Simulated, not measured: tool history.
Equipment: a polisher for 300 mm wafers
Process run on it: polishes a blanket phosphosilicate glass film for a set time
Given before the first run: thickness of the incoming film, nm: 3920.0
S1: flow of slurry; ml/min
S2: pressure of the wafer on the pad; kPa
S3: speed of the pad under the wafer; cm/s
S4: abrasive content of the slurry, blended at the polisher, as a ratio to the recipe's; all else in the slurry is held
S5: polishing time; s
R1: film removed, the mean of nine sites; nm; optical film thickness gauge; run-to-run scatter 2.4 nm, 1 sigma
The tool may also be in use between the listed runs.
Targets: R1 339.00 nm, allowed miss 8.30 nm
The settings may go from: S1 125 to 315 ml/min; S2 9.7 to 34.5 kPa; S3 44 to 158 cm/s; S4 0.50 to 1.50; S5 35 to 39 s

run	hour	S1	S2	S3	S4	S5	R1
1	0.0	205	22.1	100	1.00	39	296.03
2	2.6	165	22.1	100	1.00	39	285.55
3	10.2	165	22.1	100	0.85	39	260.42
4	12.2	190	23.4	100	0.85	39	278.88
5	18.7	200	24.8	100	0.85	39	300.38
6	25.1	155	24.8	100	0.85	39	286.15
7	27.4	155	24.8	100	0.85	39	284.42
# hour 33.1: head pressure recalibrated
8	33.1	190	25.5	100	0.85	39	292.19
9	41.2	195	26.9	100	0.85	39	305.74

Which single option among these 4 for the next run brings every result within its allowed miss of target? Just one does.
A	49.3	185	25.5	96	0.85	38	?
B	49.3	150	26.9	108	0.85	36	?
C	49.3	200	25.5	98	0.75	39	?
D	49.3	215	26.2	120	0.85	38	?

move	R1
A	271.56
B	286.50
C	261.72
D	340.59
A: misses by more than the last run did
B: misses by more than the last run did
C: misses by more than the last run did
D: in spec on every target
Correct choice: D, which meets every target
